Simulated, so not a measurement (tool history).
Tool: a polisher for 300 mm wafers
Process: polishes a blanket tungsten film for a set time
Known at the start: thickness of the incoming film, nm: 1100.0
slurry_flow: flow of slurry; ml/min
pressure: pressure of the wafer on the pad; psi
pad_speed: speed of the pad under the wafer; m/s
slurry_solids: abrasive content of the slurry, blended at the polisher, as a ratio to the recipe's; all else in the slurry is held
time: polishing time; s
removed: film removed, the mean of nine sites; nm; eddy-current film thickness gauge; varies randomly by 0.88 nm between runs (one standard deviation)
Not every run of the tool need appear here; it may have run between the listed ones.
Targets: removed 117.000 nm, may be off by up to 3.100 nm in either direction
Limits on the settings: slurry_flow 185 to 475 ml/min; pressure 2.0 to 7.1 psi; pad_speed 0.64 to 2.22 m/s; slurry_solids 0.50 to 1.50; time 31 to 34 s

Run 1, hour 0.0: slurry_flow 305 ml/min, pressure 4.5 psi, pad_speed 1.42 m/s, slurry_solids 1.00, time 34 s. Result: removed 312.410 nm.
Run 2, hour 5.8: slurry_flow 305 ml/min, pressure 4.5 psi, pad_speed 1.60 m/s, slurry_solids 1.00, time 34 s. Result: removed 348.710 nm.
Run 3, hour 14.5: slurry_flow 335 ml/min, pressure 4.5 psi, pad_speed 1.60 m/s, slurry_solids 1.00, time 34 s. Result: removed 354.170 nm.
Run 4, hour 23.1: slurry_flow 335 ml/min, pressure 4.5 psi, pad_speed 1.60 m/s, slurry_solids 1.00, time 31 s. Result: removed 322.260 nm.
Run 5, hour 24.5: slurry_flow 335 ml/min, pressure 3.8 psi, pad_speed 1.38 m/s, slurry_solids 1.00, time 31 s. Result: removed 239.050 nm.
Run 6, hour 27.6: slurry_flow 365 ml/min, pressure 3.8 psi, pad_speed 1.38 m/s, slurry_solids 1.00, time 31 s. Result: removed 236.420 nm.
Run 7, hour 30.0: slurry_flow 365 ml/min, pressure 3.3 psi, pad_speed 1.26 m/s, slurry_solids 1.00, time 31 s. Result: removed 191.590 nm.
Run 8, hour 38.8: slurry_flow 355 ml/min, pressure 2.0 psi, pad_speed 0.96 m/s, slurry_solids 1.00, time 31 s. Result: removed 90.099 nm.
Run 9, hour 41.4: slurry_flow 380 ml/min, pressure 2.2 psi, pad_speed 0.96 m/s, slurry_solids 1.00, time 31 s. Result: removed 100.950 nm.
Run 10, hour 50.0: slurry_flow 400 ml/min, pressure 2.3 psi, pad_speed 0.96 m/s, slurry_solids 1.00, time 31 s. Result: removed 106.020 nm.
Run 11, hour 53.2: slurry_flow 415 ml/min, pressure 2.3 psi, pad_speed 0.96 m/s, slurry_solids 1.00, time 31 s. Result: removed 104.300 nm.
Run 12, hour 57.8: slurry_flow 420 ml/min, pressure 2.4 psi, pad_speed 0.96 m/s, slurry_solids 1.00, time 31 s. Result: removed 109.770 nm.
Run 13, hour 59.9: slurry_flow 430 ml/min, pressure 2.4 psi, pad_speed 0.96 m/s, slurry_solids 1.00, time 31 s. Result: removed 109.790 nm.

Which of these 4 next moves meets every target?
Run A, hour 62.0: slurry_flow 445 ml/min, pressure 2.2 psi, pad_speed 1.00 m/s, slurry_solids 0.95, time 31 s. Result: removed ?.
Run B, hour 62.0: slurry_flow 470 ml/min, pressure 2.7 psi, pad_speed 0.90 m/s, slurry_solids 1.10, time 31 s. Result: removed ?.
Run C, hour 62.0: slurry_flow 465 ml/min, pressure 2.0 psi, pad_speed 0.98 m/s, slurry_solids 1.05, time 34 s. Result: removed ?.
Run D, hour 62.0: slurry_flow 415 ml/min, pressure 2.4 psi, pad_speed 0.92 m/s, slurry_solids 1.05, time 31 s. Result: removed ?.

move  removed
   A  103.640
   B  117.520
   C  104.290
   D  105.480
A: further off than the last run
B: in spec on every target
C: further off than the last run
D: further off than the last run
Move B is the one to make.

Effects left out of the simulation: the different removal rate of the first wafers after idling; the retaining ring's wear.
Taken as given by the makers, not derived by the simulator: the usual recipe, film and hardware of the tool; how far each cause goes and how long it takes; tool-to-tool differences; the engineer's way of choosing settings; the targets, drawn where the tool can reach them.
